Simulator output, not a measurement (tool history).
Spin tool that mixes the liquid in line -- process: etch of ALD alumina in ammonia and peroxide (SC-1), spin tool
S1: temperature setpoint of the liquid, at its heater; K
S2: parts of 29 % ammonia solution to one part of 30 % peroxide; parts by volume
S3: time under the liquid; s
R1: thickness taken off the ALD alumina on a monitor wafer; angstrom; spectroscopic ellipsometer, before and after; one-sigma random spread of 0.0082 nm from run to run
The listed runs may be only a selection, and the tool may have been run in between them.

{"run": 1, "hour": 0.0, "S1": 323.15, "S2": 0.7, "S3": 35, "R1": 13.424}
{"run": 2, "hour": 0.8, "S1": 317.15, "S2": 0.7, "S3": 35, "R1": 9.4171}
{"run": 3, "hour": 5.3, "S1": 313.15, "S2": 0.7, "S3": 35, "R1": 7.5403}
{"run": 4, "hour": 11.4, "S1": 315.15, "S2": 0.7, "S3": 35, "R1": 8.414}
{"run": 5, "hour": 12.0, "S1": 312.65, "S2": 0.7, "S3": 35, "R1": 7.3148}
{"run": 6, "hour": 19.9, "S1": 312.65, "S2": 0.85, "S3": 35, "R1": 7.4055}
{"run": 7, "hour": 22.4, "S1": 315.15, "S2": 0.85, "S3": 35, "R1": 8.5576}
{"run": 8, "hour": 30.5, "S1": 317.15, "S2": 0.85, "S3": 35, "R1": 9.7125}

Run 9 comes next. What will it give?
{"run": 9, "hour": 37.5, "S1": 318.65, "S2": 0.85, "S3": 35, "R1": "?"}

{"run 9": {"R1": 10.586}}

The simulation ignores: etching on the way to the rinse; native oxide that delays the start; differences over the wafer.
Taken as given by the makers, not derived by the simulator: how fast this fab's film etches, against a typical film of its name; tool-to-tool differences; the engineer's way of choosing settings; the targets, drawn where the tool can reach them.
